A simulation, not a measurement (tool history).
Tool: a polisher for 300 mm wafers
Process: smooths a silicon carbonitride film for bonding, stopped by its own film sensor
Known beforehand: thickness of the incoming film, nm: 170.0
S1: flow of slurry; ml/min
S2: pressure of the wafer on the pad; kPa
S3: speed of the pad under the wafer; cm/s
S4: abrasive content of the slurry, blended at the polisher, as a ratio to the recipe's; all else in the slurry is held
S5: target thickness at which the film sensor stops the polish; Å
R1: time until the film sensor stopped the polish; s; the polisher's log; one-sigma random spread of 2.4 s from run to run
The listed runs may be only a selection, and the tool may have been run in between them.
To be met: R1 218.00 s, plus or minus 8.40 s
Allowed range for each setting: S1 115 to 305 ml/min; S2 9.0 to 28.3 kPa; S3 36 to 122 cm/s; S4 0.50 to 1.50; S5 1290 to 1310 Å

run,hour,S1,S2,S3,S4,S5,R1
1,0.0,195,18.6,78,1.00,1310,149.77
2,3.0,195,18.6,90,1.00,1310,132.28
3,5.5,195,18.6,108,1.00,1310,116.25
4,12.0,195,15.9,104,1.00,1310,138.83
5,13.2,195,13.8,104,1.00,1310,150.55
6,14.5,195,13.8,104,0.85,1310,164.40
7,16.5,195,12.4,102,0.85,1310,182.23
8,19.3,195,12.4,102,0.85,1310,179.43
9,25.8,195,11.7,102,0.85,1310,189.99
10,30.9,195,11.0,102,0.85,1310,197.56
11,33.8,195,11.0,102,0.85,1310,195.12
12,38.8,195,10.3,102,0.85,1310,203.58

Which one of the following 4 next-run settings gets every result inside its allowed miss? There is exactly one.
A,43.8,160,9.7,122,0.70,1300,?
B,43.8,220,13.8,86,0.85,1290,?
C,43.8,280,9.7,106,0.85,1310,?
D,43.8,210,9.0,122,0.90,1310,?

move,R1
A,217.53
B,201.19
C,203.49
D,191.39
A: every result lands within tolerance
B: further off than the last run
C: just as far off the targets as the last run
D: further off than the last run
A is the move that brings every result within its allowed miss.

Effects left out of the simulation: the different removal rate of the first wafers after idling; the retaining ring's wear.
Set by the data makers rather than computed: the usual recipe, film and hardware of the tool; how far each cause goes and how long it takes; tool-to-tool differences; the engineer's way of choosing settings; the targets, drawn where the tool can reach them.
